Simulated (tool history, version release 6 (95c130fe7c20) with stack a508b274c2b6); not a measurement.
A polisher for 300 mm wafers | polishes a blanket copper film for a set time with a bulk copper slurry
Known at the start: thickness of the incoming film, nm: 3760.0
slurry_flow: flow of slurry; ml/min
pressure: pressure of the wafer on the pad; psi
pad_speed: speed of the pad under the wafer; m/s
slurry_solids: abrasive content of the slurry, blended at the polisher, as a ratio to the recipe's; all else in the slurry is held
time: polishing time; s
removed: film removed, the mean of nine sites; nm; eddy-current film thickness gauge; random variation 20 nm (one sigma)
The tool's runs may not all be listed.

run,day,slurry_flow,pressure,pad_speed,slurry_solids,time,removed
1,0.000,310,2.7,1.18,1.0,104,998.98
2,0.208,310,3.1,1.18,1.0,104,1108.40
3,0.367,310,3.2,1.18,1.0,104,1119.20
4,0.542,230,3.2,1.18,1.0,104,1114.80
5,0.683,230,3.3,1.18,1.0,104,1115.70
6,0.717,230,3.3,1.18,0.9,104,1131.10

The next listed run, before its measurement:
7,1.029,230,3.4,1.18,0.9,104,?

Run 7 gave removed 1137.90 nm.
